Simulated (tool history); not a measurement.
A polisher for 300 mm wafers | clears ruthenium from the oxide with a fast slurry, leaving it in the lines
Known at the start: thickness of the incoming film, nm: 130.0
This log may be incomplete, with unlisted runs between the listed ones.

| run | hour | flow of slurry (ml/min) | pressure of the wafer on the pad (kPa) | speed of the pad under the wafer (m/s) | abrasive content of the slurry | overpolish time after the end point (s) | time until the end point was called (s) | dishing of a wide line in a test structure (nm) |
|---|---|---|---|---|---|---|---|---|
| 1 | 0 | 150 | 22.1 | 1 | 1 | 24 | 22.96 | 95.45 |
| 2 | 7 | 170 | 22.1 | 1 | 1 | 24 | 22.525 | 98.641 |
| 3 | 15.7 | 170 | 20 | 1 | 1 | 24 | 23.523 | 92.647 |
| 4 | 19.2 | 170 | 20 | 1 | 0.9 | 24 | 25.072 | 88.971 |
| 5 | 22.4 | 190 | 20 | 1 | 0.9 | 24 | 25.116 | 92.089 |
| 6 | 30.2 | 190 | 20 | 0.86 | 0.9 | 24 | 28.871 | 82.078 |

Run 7 has not been measured yet. What should we expect?
| 7 | 37.7 | 190 | 18.6 | 0.84 | 0.9 | 27 | ? | ? |

{"run 7": {"time until the end point was called (s)": 31.307, "dishing of a wide line in a test structure (nm)": 83.416}}
